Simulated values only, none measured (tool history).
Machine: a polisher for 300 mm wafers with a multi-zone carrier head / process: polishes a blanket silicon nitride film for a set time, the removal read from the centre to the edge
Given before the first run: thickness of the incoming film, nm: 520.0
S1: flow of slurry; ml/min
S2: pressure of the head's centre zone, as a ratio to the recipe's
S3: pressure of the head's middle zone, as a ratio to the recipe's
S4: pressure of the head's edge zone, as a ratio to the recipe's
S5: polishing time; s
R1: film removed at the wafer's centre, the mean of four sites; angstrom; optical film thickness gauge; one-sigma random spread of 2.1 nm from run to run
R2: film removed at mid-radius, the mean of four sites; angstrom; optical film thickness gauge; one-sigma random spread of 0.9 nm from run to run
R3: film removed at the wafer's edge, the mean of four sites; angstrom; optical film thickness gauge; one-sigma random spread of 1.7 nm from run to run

run	hour	S1	S2	S3	S4	S5	R1	R2	R3
1	0	265	1	1	1	69	1331.4	1345.9	1382.3
2	7.5	265	1	0.92	1	69	1353.9	1250.4	1352.3
3	16	275	1.03	0.92	1.03	70	1398.8	1301	1392.4
4	20.5	265	1.06	0.9	1.04	72	1447.6	1294.5	1446.2
5	24.1	280	1.08	0.89	1.04	73	1535	1308.1	1457.2
6	31.2	290	1.1	0.89	1.06	74	1591.1	1321.8	1519.2

What will run 7 give?
7	33.2	305	1.12	0.9	1.06	74	?	?	?

{"run 7": {"R1": 1640.8, "R2": 1347.7, "R3": 1524}}
